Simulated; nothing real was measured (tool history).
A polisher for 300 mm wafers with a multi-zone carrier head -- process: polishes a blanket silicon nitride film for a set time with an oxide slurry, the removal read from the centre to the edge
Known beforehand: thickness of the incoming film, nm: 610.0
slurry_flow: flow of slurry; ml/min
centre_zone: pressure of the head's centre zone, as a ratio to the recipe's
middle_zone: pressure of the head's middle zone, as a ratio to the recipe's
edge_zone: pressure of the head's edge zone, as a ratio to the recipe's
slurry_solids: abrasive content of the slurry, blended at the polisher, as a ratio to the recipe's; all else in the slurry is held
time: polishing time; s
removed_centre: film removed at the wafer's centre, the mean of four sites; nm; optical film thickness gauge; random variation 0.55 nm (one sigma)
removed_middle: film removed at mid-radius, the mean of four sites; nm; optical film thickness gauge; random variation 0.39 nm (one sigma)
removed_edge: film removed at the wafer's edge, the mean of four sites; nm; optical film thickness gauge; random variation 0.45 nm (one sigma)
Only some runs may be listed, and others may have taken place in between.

run 1 hour=0.0 | slurry_flow=180 centre_zone=1.00 middle_zone=1.00 edge_zone=1.00 slurry_solids=1.00 time=42 | removed_centre=41.707 removed_middle=41.659 removed_edge=41.784
run 2 hour=4.3 | slurry_flow=185 centre_zone=1.00 middle_zone=1.01 edge_zone=1.02 slurry_solids=1.05 time=42 | removed_centre=42.225 removed_middle=42.687 removed_edge=42.892
run 3 hour=6.7 | slurry_flow=190 centre_zone=1.00 middle_zone=1.02 edge_zone=1.03 slurry_solids=1.10 time=42 | removed_centre=43.976 removed_middle=43.500 removed_edge=44.367
run 4 hour=11.6 | slurry_flow=190 centre_zone=1.00 middle_zone=1.02 edge_zone=1.03 slurry_solids=1.30 time=42 | removed_centre=46.019 removed_middle=46.733 removed_edge=45.448
run 5 hour=13.7 | slurry_flow=190 centre_zone=1.06 middle_zone=1.02 edge_zone=1.03 slurry_solids=1.30 time=42 | removed_centre=48.288 removed_middle=46.808 removed_edge=45.132
run 6 hour=18.1 | slurry_flow=170 centre_zone=1.06 middle_zone=1.02 edge_zone=1.03 slurry_solids=1.30 time=42 | removed_centre=47.474 removed_middle=45.721 removed_edge=45.671
run 7 hour=19.5 | slurry_flow=175 centre_zone=1.05 middle_zone=1.03 edge_zone=1.04 slurry_solids=1.30 time=42 | removed_centre=47.676 removed_middle=45.521 removed_edge=45.704
run 8 hour=20.3 | slurry_flow=180 centre_zone=1.04 middle_zone=1.04 edge_zone=1.05 slurry_solids=1.30 time=42 | removed_centre=46.989 removed_middle=46.249 removed_edge=47.036
run 9 hour=23.9 | slurry_flow=180 centre_zone=1.04 middle_zone=1.04 edge_zone=1.05 slurry_solids=1.30 time=42 | removed_centre=46.657 removed_middle=46.434 removed_edge=46.190
run 10 hour=30.9 | slurry_flow=185 centre_zone=1.04 middle_zone=1.05 edge_zone=1.06 slurry_solids=1.30 time=42 | removed_centre=47.570 removed_middle=46.498 removed_edge=46.495
run 11 hour=32.1 | slurry_flow=190 centre_zone=1.03 middle_zone=1.06 edge_zone=1.07 slurry_solids=1.30 time=42 | removed_centre=47.395 removed_middle=47.888 removed_edge=46.828
run 12 hour=34.8 | slurry_flow=195 centre_zone=1.02 middle_zone=1.06 edge_zone=1.08 slurry_solids=1.30 time=42 | removed_centre=47.453 removed_middle=47.718 removed_edge=46.976
run 13 hour=40.7 | slurry_flow=195 centre_zone=1.02 middle_zone=1.06 edge_zone=1.08 slurry_solids=1.30 time=42 | removed_centre=47.291 removed_middle=48.312 removed_edge=47.491
run 14 hour=44.5 | slurry_flow=200 centre_zone=1.02 middle_zone=1.06 edge_zone=1.09 slurry_solids=1.30 time=42 | removed_centre=47.786 removed_middle=48.306 removed_edge=47.853

What does the tool deliver on the next run?
run 15 hour=51.3 | slurry_flow=250 centre_zone=0.99 middle_zone=1.16 edge_zone=1.19 slurry_solids=1.35 time=42 | removed_centre=? removed_middle=? removed_edge=?

removed_centre: 47.086 nm
removed_middle: 54.448 nm
removed_edge: 51.583 nm
